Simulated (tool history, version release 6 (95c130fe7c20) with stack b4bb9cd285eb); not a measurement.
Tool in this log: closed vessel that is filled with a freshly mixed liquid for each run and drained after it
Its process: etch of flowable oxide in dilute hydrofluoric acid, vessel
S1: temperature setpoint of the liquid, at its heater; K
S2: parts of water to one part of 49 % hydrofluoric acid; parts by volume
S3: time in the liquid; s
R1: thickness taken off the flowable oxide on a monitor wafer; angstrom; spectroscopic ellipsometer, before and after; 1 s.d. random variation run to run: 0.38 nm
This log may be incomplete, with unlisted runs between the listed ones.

run	hour	S1	S2	S3	R1
1	0.0	298.15	70	85	338.19
2	7.6	300.15	65	85	395.94
3	8.6	300.15	65	95	445.17
4	17.3	301.65	65	95	467.55
5	25.5	304.15	65	95	518.84
6	33.3	304.15	40	95	872.95
7	42.1	300.15	40	95	751.31
8	48.1	297.65	40	95	672.01

The next listed run, before its measurement:
9	56.8	296.15	40	95	?

Run 9 measured R1 634.87 angstrom.
